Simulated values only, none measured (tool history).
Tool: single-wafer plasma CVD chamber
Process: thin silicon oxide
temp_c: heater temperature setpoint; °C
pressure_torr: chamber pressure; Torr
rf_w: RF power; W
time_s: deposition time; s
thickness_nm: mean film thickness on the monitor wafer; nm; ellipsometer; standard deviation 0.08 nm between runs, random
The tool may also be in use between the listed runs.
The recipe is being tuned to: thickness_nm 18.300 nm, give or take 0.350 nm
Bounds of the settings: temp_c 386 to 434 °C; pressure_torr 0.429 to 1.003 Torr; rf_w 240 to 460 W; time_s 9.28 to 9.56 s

run 1 hour=0.0 | temp_c=410 pressure_torr=0.716 rf_w=350 time_s=9.28 | thickness_nm=16.236
run 2 hour=8.4 | temp_c=410 pressure_torr=0.716 rf_w=350 time_s=9.56 | thickness_nm=16.573
run 3 hour=10.7 | temp_c=400 pressure_torr=0.716 rf_w=350 time_s=9.56 | thickness_nm=16.852
run 4 hour=14.1 | temp_c=400 pressure_torr=0.722 rf_w=350 time_s=9.56 | thickness_nm=16.824
run 5 hour=15.1 | temp_c=400 pressure_torr=0.729 rf_w=350 time_s=9.56 | thickness_nm=17.102
run 6 hour=19.4 | temp_c=392 pressure_torr=0.729 rf_w=350 time_s=9.56 | thickness_nm=17.275
run 7 hour=26.5 | temp_c=392 pressure_torr=0.733 rf_w=350 time_s=9.56 | thickness_nm=17.163
run 8 hour=27.9 | temp_c=392 pressure_torr=0.738 rf_w=350 time_s=9.56 | thickness_nm=17.456
run 9 hour=32.7 | temp_c=392 pressure_torr=0.742 rf_w=350 time_s=9.56 | thickness_nm=17.383
run 10 hour=38.8 | temp_c=392 pressure_torr=0.746 rf_w=350 time_s=9.56 | thickness_nm=17.508
run 11 hour=41.3 | temp_c=392 pressure_torr=0.750 rf_w=350 time_s=9.56 | thickness_nm=17.627
run 12 hour=47.9 | temp_c=392 pressure_torr=0.753 rf_w=350 time_s=9.56 | thickness_nm=17.597
run 13 hour=49.4 | temp_c=392 pressure_torr=0.757 rf_w=350 time_s=9.56 | thickness_nm=17.800
run 14 hour=55.2 | temp_c=392 pressure_torr=0.759 rf_w=350 time_s=9.56 | thickness_nm=17.831
run 15 hour=63.9 | temp_c=392 pressure_torr=0.761 rf_w=350 time_s=9.56 | thickness_nm=17.762
run 16 hour=68.3 | temp_c=392 pressure_torr=0.764 rf_w=350 time_s=9.56 | thickness_nm=17.859
run 17 hour=76.9 | temp_c=392 pressure_torr=0.766 rf_w=350 time_s=9.56 | thickness_nm=17.909
run 18 hour=78.4 | temp_c=392 pressure_torr=0.768 rf_w=350 time_s=9.56 | thickness_nm=17.891

Which one of the following 5 next-run settings gets every result inside its allowed miss? There is exactly one.
run A hour=79.9 | temp_c=394 pressure_torr=0.921 rf_w=300 time_s=9.56 | thickness_nm=?
run B hour=79.9 | temp_c=394 pressure_torr=0.779 rf_w=365 time_s=9.56 | thickness_nm=?
run C hour=79.9 | temp_c=391 pressure_torr=0.800 rf_w=330 time_s=9.28 | thickness_nm=?
run D hour=79.9 | temp_c=389 pressure_torr=0.754 rf_w=340 time_s=9.56 | thickness_nm=?
run E hour=79.9 | temp_c=387 pressure_torr=0.747 rf_w=335 time_s=9.53 | thickness_nm=?

move=A thickness_nm=18.854
move=B thickness_nm=18.439
move=C thickness_nm=17.411
move=D thickness_nm=17.417
move=E thickness_nm=17.122
A: moves the result that the last run missed by most past its target, out the other side
B: hits every target within its allowed miss
C: its largest miss is bigger than the last run's
D: its largest miss is bigger than the last run's
E: its largest miss is bigger than the last run's
Move B is the one to make.
